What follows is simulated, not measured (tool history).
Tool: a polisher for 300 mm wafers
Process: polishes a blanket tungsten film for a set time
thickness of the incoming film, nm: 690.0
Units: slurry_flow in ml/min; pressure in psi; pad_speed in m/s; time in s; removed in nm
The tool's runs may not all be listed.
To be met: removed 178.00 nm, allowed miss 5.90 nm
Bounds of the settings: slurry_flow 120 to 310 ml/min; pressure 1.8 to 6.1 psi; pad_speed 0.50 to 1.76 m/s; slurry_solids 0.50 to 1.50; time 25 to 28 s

| run | day | slurry_flow | pressure | pad_speed | slurry_solids | time | removed |
|---|---|---|---|---|---|---|---|
| 1 | 0.000 | 200 | 3.9 | 1.12 | 1.00 | 28 | 145.81 |
| 2 | 0.171 | 200 | 4.0 | 1.12 | 1.00 | 28 | 147.80 |
| 3 | 0.542 | 200 | 4.0 | 0.90 | 1.00 | 28 | 123.50 |
| 4 | 0.750 | 200 | 3.4 | 0.90 | 1.00 | 28 | 108.35 |
| 5 | 0.958 | 205 | 3.8 | 0.90 | 1.00 | 28 | 119.77 |
| 6 | 1.092 | 250 | 3.8 | 0.90 | 1.00 | 28 | 121.19 |
| 7 | 1.175 | 250 | 4.1 | 0.90 | 1.00 | 28 | 130.26 |
| 8 | 1.550 | 260 | 5.2 | 0.92 | 1.00 | 28 | 160.99 |
| 9 | 1.758 | 260 | 5.3 | 0.92 | 1.00 | 28 | 162.33 |
| 10 | 2.029 | 260 | 5.4 | 0.92 | 1.00 | 28 | 166.16 |
| 11 | 2.117 | 260 | 5.5 | 0.92 | 1.00 | 28 | 167.44 |
| 12 | 2.296 | 260 | 5.6 | 0.92 | 1.00 | 28 | 171.06 |

4 next moves are on the table. One of them brings every result within its allowed miss. Which?
| A | 2.475 | 270 | 5.7 | 0.92 | 1.05 | 26 | ? |
| B | 2.475 | 260 | 6.0 | 0.78 | 1.05 | 28 | ? |
| C | 2.475 | 285 | 5.7 | 1.04 | 0.75 | 25 | ? |
| D | 2.475 | 285 | 6.1 | 0.88 | 1.05 | 28 | ? |

| move | removed |
|---|---|
| A | 163.64 |
| B | 159.48 |
| C | 163.94 |
| D | 180.66 |
A: further off than the last run
B: further off than the last run
C: further off than the last run
D: meets every target
The right move is D.
